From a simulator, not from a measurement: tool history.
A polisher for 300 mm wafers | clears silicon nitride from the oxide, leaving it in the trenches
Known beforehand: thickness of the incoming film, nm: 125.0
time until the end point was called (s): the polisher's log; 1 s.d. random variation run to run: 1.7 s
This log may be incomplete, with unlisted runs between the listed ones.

run,hour,flow of slurry (ml/min),pressure of the wafer on the pad (psi),speed of the pad under the wafer (cm/s),overpolish time after the end point (s),time until the end point was called (s)
1,0,220,2.6,104,6,149.13
2,6,220,2.6,126,6,127.53
3,7.2,220,2.6,110,6,140.02
4,14.3,220,2.8,112,6,127.59
5,19.3,220,2.9,112,6,126.47
6,28,220,3,112,6,122.04
7,30.9,220,3.1,112,6,114.26

Expected results for the next run?
8,31.6,220,3.2,112,6,?

time until the end point was called (s): 116.34
